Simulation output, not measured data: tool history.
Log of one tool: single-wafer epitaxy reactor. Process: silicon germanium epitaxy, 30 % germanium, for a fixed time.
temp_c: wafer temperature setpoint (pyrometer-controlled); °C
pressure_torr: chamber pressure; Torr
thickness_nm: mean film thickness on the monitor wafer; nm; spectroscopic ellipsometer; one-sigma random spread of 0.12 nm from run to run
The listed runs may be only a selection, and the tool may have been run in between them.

{"run": 1, "hour": 0.0, "temp_c": 585, "pressure_torr": 20.0, "thickness_nm": 44.118}
{"run": 2, "hour": 3.9, "temp_c": 589, "pressure_torr": 20.1, "thickness_nm": 46.963}
{"run": 3, "hour": 5.2, "temp_c": 581, "pressure_torr": 20.1, "thickness_nm": 41.261}
{"run": 4, "hour": 7.0, "temp_c": 587, "pressure_torr": 20.2, "thickness_nm": 45.824}
{"hour": 9.0, "done": "capacitance manometer re-zeroed and calibrated"}
{"run": 5, "hour": 9.0, "temp_c": 587, "pressure_torr": 23.6, "thickness_nm": 47.821}
{"run": 6, "hour": 15.5, "temp_c": 595, "pressure_torr": 23.6, "thickness_nm": 54.367}

Expected results for the next run?
{"run": 7, "hour": 16.8, "temp_c": 596, "pressure_torr": 23.6, "thickness_nm": "?"}

Run 7 measured thickness_nm 55.221 nm.
